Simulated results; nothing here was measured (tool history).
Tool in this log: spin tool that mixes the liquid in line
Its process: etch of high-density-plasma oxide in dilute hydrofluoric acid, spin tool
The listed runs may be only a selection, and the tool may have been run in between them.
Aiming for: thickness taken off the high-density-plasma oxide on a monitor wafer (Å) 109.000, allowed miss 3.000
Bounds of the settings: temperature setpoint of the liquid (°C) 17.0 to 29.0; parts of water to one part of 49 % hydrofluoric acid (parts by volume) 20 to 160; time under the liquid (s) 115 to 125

run,hour,temperature setpoint of the liquid (°C),parts of water to one part of 49 % hydrofluoric acid (parts by volume),time under the liquid (s),thickness taken off the high-density-plasma oxide on a monitor wafer (Å)
1,0.0,21.0,90,115,62.837
2,7.5,22.0,90,115,64.418
3,13.0,22.0,105,115,54.880
4,16.3,23.5,105,115,58.663
5,22.1,24.0,100,115,63.631
6,29.0,24.5,95,115,68.218
7,29.7,25.0,90,115,74.031
8,32.7,29.0,65,115,123.860
9,35.1,28.5,65,115,120.220
10,42.8,27.5,65,115,116.590
11,48.9,26.5,65,115,111.730

Which of these 4 next moves meets every target?
A,55.0,26.0,65,115,?
B,55.0,23.5,55,115,?
C,55.0,25.5,65,125,?
D,55.0,27.0,65,115,?

move,thickness taken off the high-density-plasma oxide on a monitor wafer (Å)
A,110.610
B,119.410
C,117.800
D,115.180
A: in spec on every target
B: misses by more than the last run did
C: misses by more than the last run did
D: misses by more than the last run did
So the answer is move A, the one that meets all the targets.

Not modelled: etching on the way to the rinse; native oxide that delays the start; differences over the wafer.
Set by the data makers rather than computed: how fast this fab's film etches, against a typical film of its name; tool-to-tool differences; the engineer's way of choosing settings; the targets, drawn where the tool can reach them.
